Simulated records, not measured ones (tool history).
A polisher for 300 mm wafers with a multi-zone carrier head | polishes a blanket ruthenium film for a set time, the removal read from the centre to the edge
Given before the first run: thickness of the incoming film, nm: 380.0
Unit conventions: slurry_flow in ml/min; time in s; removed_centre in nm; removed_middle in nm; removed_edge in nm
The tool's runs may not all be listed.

run 1 day=0.000 | slurry_flow=140 centre_zone=1.00 middle_zone=1.00 edge_zone=1.00 time=66 | removed_centre=81.377 removed_middle=84.009 removed_edge=82.639
run 2 day=0.117 | slurry_flow=140 centre_zone=1.00 middle_zone=1.08 edge_zone=1.00 time=66 | removed_centre=81.398 removed_middle=90.096 removed_edge=82.000
run 3 day=0.375 | slurry_flow=165 centre_zone=1.00 middle_zone=1.08 edge_zone=1.00 time=66 | removed_centre=85.154 removed_middle=93.314 removed_edge=84.159
run 4 day=0.462 | slurry_flow=165 centre_zone=1.00 middle_zone=1.08 edge_zone=1.03 time=66 | removed_centre=84.364 removed_middle=92.291 removed_edge=86.285
run 5 day=0.646 | slurry_flow=165 centre_zone=1.00 middle_zone=1.08 edge_zone=1.09 time=66 | removed_centre=83.423 removed_middle=93.156 removed_edge=91.156
run 6 day=0.971 | slurry_flow=165 centre_zone=1.00 middle_zone=1.08 edge_zone=1.15 time=66 | removed_centre=84.701 removed_middle=94.081 removed_edge=93.087
run 7 day=1.046 | slurry_flow=150 centre_zone=1.00 middle_zone=1.06 edge_zone=1.08 time=64 | removed_centre=79.005 removed_middle=89.097 removed_edge=83.241
run 8 day=1.383 | slurry_flow=140 centre_zone=1.00 middle_zone=1.03 edge_zone=1.04 time=63 | removed_centre=78.055 removed_middle=83.211 removed_edge=81.144

Run 9 comes next. What will it give?
run 9 day=1.629 | slurry_flow=130 centre_zone=0.99 middle_zone=1.02 edge_zone=1.00 time=62 | removed_centre=? removed_middle=? removed_edge=?

For run 9 the tool returned removed_centre 74.539 nm, removed_middle 80.866 nm, removed_edge 76.223 nm.
